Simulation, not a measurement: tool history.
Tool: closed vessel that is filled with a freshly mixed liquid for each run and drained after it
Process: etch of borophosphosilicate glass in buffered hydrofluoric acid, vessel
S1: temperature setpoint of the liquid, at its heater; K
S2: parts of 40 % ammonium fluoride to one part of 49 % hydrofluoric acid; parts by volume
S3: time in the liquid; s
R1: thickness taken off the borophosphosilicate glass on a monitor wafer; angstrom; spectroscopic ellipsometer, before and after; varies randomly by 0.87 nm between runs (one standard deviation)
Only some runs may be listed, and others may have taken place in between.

run,hour,S1,S2,S3,R1
1,0,294.15,15,100,1397.5
2,1.4,294.15,17.5,100,1205.3
3,4.7,294.15,17.5,105,1247.3
4,6.3,294.65,17.5,105,1304.7
5,13.5,293.15,17.5,105,1201.2
6,18,293.15,20.5,105,1026
7,26.2,294.15,20.5,105,1090.7
8,28.2,295.15,20.5,105,1147.6
9,29.1,295.65,20.5,105,1168.5
10,30.4,296.15,20.5,105,1208.6
11,38.1,296.65,20.5,105,1230.6
12,46.2,297.15,20.5,105,1269.1
13,50.1,297.65,20.5,105,1310.4
14,51.6,298.15,20.5,105,1343.7

The next listed run, before its measurement:
15,54,298.65,20.5,105,?

For run 15 the tool returned R1 1393.8 angstrom.
